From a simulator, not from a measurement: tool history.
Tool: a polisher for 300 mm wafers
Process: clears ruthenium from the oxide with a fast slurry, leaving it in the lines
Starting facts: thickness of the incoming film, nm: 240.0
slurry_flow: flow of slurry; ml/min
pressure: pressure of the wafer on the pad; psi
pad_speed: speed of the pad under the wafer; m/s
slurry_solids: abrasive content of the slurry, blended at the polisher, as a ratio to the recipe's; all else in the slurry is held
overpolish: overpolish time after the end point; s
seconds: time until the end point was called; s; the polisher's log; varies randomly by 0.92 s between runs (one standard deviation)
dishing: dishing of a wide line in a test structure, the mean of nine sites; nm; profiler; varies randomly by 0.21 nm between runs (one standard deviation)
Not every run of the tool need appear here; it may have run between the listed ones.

run	day	slurry_flow	pressure	pad_speed	slurry_solids	overpolish	seconds	dishing
1	0	285	3	1.3	1	22	52.819	69.117
2	0.279	285	3	1.3	0.8	22	57.608	67.065
3	0.458	285	2.6	1.18	1	18	67.549	50.626
4	0.812	330	2.3	1.1	1.15	15	75.949	40.599
5	0.838	330	2	1.1	1.15	15	87.405	36.418
6	1.175	360	1.8	1.1	1.25	13	92.095	29.9
7	1.379	440	1.4	1.32	1.5	7	93.207	17.411

The next listed run, before its measurement:
8	1.417	440	1.5	1.34	1.5	7	?	?

{"run 8": {"seconds": 84.319, "dishing": 18.08}}
